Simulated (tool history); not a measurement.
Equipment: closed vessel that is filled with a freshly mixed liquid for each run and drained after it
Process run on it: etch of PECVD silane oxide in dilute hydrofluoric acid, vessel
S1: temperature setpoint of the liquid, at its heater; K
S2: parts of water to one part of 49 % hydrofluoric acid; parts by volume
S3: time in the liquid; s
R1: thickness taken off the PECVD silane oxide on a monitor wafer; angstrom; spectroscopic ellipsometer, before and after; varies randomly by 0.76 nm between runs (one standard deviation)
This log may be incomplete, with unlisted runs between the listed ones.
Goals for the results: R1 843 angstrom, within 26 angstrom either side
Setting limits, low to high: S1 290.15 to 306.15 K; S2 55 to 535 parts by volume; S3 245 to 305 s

{"run": 1, "hour": 0.0, "S1": 298.15, "S2": 295, "S3": 305, "R1": 273.71}
{"run": 2, "hour": 8.6, "S1": 300.65, "S2": 295, "S3": 305, "R1": 300.45}
{"run": 3, "hour": 13.8, "S1": 298.65, "S2": 295, "S3": 305, "R1": 276.05}
{"run": 4, "hour": 17.7, "S1": 298.65, "S2": 235, "S3": 305, "R1": 371.8}
{"run": 5, "hour": 22.3, "S1": 298.65, "S2": 235, "S3": 245, "R1": 304.22}
{"run": 6, "hour": 26.6, "S1": 298.65, "S2": 270, "S3": 245, "R1": 250.89}
{"run": 7, "hour": 33.2, "S1": 302.65, "S2": 150, "S3": 250, "R1": 610.34}
{"run": 8, "hour": 36.1, "S1": 306.15, "S2": 120, "S3": 250, "R1": 903.83}
{"run": 9, "hour": 40.8, "S1": 305.65, "S2": 120, "S3": 250, "R1": 877.34}
{"run": 10, "hour": 43.3, "S1": 305.15, "S2": 120, "S3": 250, "R1": 875.56}

Which single option among these 5 for the next run brings every result within its allowed miss of target? Just one does.
{"run": "A", "hour": 45.8, "S1": 306.15, "S2": 140, "S3": 305, "R1": "?"}
{"run": "B", "hour": 45.8, "S1": 304.15, "S2": 105, "S3": 245, "R1": "?"}
{"run": "C", "hour": 45.8, "S1": 306.15, "S2": 135, "S3": 295, "R1": "?"}
{"run": "D", "hour": 45.8, "S1": 304.65, "S2": 115, "S3": 250, "R1": "?"}
{"run": "E", "hour": 45.8, "S1": 302.15, "S2": 110, "S3": 245, "R1": "?"}

move=A R1=922.26
move=B R1=966.13
move=C R1=931.68
move=D R1=903.77
move=E R1=850.05
A: moves away from the targets compared with the last run
B: moves away from the targets compared with the last run
C: moves away from the targets compared with the last run
D: moves away from the targets compared with the last run
E: all results in spec
Move E is the one to make.
